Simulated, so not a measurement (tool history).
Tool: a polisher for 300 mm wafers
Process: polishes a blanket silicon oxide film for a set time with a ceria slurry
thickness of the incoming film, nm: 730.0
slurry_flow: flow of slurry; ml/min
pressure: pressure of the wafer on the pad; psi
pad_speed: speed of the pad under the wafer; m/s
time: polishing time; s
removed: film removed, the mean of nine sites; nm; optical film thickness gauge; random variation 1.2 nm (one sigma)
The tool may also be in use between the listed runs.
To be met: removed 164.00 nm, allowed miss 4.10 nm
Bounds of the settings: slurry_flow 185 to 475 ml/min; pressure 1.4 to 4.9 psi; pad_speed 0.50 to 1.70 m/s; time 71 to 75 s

run	day	slurry_flow	pressure	pad_speed	time	removed
1	0.000	305	3.1	1.10	71	334.47
2	0.025	305	2.8	1.08	71	292.57
3	0.338	305	2.6	1.06	71	267.27
4	0.454	305	2.4	1.06	71	250.61
5	0.688	305	2.4	1.24	71	291.26
6	0.750	305	2.4	1.46	71	340.02
7	1.054	280	1.5	1.16	71	172.12
8	1.262	275	1.5	1.16	71	170.90
9	1.500	270	1.5	1.16	71	172.05
10	1.708	265	1.5	1.16	71	170.26
11	2.075	260	1.5	1.16	71	173.00
12	2.229	260	1.4	1.14	71	157.48
13	2.321	265	1.4	1.14	71	156.86
14	2.508	270	1.4	1.14	71	156.41
15	2.654	275	1.6	1.14	71	180.51
16	2.746	265	1.6	1.14	71	182.77
17	2.992	280	1.6	1.14	71	180.90
18	3.133	270	1.6	1.14	71	178.87
19	3.304	265	1.6	1.14	71	179.44
20	3.638	265	1.5	1.14	71	170.05
21	3.879	260	1.5	1.14	71	167.54
22	4.183	245	1.4	1.14	71	154.84
23	4.250	250	1.4	1.14	71	158.61
24	4.396	255	1.4	1.14	71	159.16

Which of these 4 next moves meets every target?
A	4.542	225	1.5	1.06	75	?
B	4.542	275	1.6	0.98	71	?
C	4.542	205	1.5	1.04	71	?
D	4.542	280	1.5	0.98	74	?

move	removed
A	164.11
B	155.75
C	151.15
D	152.98
A: meets every target
B: further off than the last run
C: further off than the last run
D: further off than the last run
Move A is the one to make.
